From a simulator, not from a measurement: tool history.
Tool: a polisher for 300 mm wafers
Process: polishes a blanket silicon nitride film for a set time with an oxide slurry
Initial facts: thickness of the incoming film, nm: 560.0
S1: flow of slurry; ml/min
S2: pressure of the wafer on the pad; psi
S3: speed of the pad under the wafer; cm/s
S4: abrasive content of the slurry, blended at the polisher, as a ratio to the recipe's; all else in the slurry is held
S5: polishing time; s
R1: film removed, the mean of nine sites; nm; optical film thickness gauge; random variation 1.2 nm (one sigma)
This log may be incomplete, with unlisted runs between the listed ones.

run    day   S1   S2   S3  S4  S5      R1
  1      0  280  4.8  114   1  50  54.329
  2  0.258  280  5.1  114   1  50  59.129
  3  0.496  225  5.1  114   1  50  57.591
  4  0.612  225  5.1  114   1  50  57.364
  5   0.75  225  5.3  114   1  50  58.292
  6  0.846  225  5.6  114   1  50   62.83
  7  1.125  225  5.8  114   1  50  65.053
  8  1.408  225    6  114   1  50  67.338
  9  1.529  225  6.2  114   1  50  67.819
 10  1.838  225  6.3  116   1  50  69.398

The next listed run, before its measurement:
 11  1.996  225  6.4  118   1  50   ?

{"run 11": {"R1": 71.461}}
